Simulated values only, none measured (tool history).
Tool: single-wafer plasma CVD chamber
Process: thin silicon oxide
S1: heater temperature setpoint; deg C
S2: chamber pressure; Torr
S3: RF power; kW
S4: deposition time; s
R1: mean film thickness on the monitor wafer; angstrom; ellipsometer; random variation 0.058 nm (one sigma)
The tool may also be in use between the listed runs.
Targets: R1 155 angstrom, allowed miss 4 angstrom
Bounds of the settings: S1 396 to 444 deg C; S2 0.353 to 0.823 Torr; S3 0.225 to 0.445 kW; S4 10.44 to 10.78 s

| run | hour | S1 | S2 | S3 | S4 | R1 |
|---|---|---|---|---|---|---|
| 1 | 0 | 420 | 0.588 | 0.335 | 10.44 | 138.03 |
| 2 | 8.1 | 420 | 0.588 | 0.335 | 10.44 | 138.32 |
| 3 | 15.9 | 420 | 0.588 | 0.305 | 10.44 | 133.5 |
| 4 | 18.5 | 420 | 0.602 | 0.305 | 10.44 | 136.69 |
| 5 | 19.2 | 420 | 0.602 | 0.305 | 10.44 | 136.43 |
| 6 | 25.6 | 420 | 0.602 | 0.26 | 10.44 | 128.43 |
| 7 | 29.1 | 420 | 0.62 | 0.26 | 10.44 | 131.55 |
| 8 | 38 | 420 | 0.637 | 0.26 | 10.44 | 133.62 |
| 9 | 44 | 420 | 0.655 | 0.26 | 10.44 | 136.77 |
| 10 | 47.7 | 420 | 0.671 | 0.26 | 10.44 | 139.71 |
| 11 | 50.7 | 420 | 0.685 | 0.26 | 10.44 | 142.34 |
| 12 | 58.1 | 420 | 0.696 | 0.26 | 10.44 | 143.11 |
| 13 | 65.7 | 420 | 0.707 | 0.26 | 10.44 | 144.11 |
| 14 | 66.4 | 420 | 0.718 | 0.26 | 10.44 | 147.09 |
| 15 | 70.4 | 420 | 0.725 | 0.26 | 10.44 | 147.2 |

Which of these 4 next moves meets every target?
| A | 74.4 | 421 | 0.735 | 0.265 | 10.69 | ? |
| B | 74.4 | 419 | 0.685 | 0.27 | 10.57 | ? |
| C | 74.4 | 420 | 0.668 | 0.245 | 10.44 | ? |
| D | 74.4 | 411 | 0.61 | 0.32 | 10.78 | ? |

| move | R1 |
|---|---|
| A | 154.23 |
| B | 145.5 |
| C | 135.67 |
| D | 145 |
A: meets every target
B: further off than the last run
C: further off than the last run
D: further off than the last run
Answer: A
